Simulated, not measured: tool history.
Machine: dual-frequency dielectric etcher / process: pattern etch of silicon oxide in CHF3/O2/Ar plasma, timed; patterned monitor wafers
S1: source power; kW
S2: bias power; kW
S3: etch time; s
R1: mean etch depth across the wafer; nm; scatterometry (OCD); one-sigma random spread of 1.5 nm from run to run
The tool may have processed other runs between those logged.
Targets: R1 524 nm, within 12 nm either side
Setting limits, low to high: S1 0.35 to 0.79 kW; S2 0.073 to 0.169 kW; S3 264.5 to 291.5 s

run  hour    S1     S2     S3      R1
  1     0  0.57  0.121  291.5  466.63
  2   5.2   0.6  0.123  291.5  482.86
  3   7.1   0.6  0.123  291.5  478.39
  4  10.4   0.6  0.123  264.5  435.81
  5  13.8   0.6  0.123  264.5  434.37
     19.8  -- bias power generator calibrated
  6  19.8  0.62  0.131  267.5  451.58
  7  24.3  0.65  0.134  272.5  470.25
  8  25.6  0.67  0.138    275  485.47
  9  28.8  0.69   0.14  275.5  492.63
 10    32   0.7  0.141    276   495.3
 11  39.2  0.71  0.143    277  501.53
 12  42.4  0.72  0.144  277.5  505.27
 13  49.6  0.73  0.145    278  507.65

Pick the move, out of 5, that brings all results within their allowed miss; only one does.
  A  56.8  0.68  0.153  291.5   ?
  B  56.8  0.79  0.156  291.5   ?
  C  56.8  0.78  0.131  264.5   ?
  D  56.8  0.71  0.166  264.5   ?
  E  56.8   0.7  0.147    276   ?

move      R1
   A  524.44
   B  555.53
   C  483.27
   D  492.24
   E  497.23
A: meets every target
B: takes the result that was furthest off past its target
C: lands further from the targets than the last run did
D: lands further from the targets than the last run did
E: lands further from the targets than the last run did
Move A is the one to make.

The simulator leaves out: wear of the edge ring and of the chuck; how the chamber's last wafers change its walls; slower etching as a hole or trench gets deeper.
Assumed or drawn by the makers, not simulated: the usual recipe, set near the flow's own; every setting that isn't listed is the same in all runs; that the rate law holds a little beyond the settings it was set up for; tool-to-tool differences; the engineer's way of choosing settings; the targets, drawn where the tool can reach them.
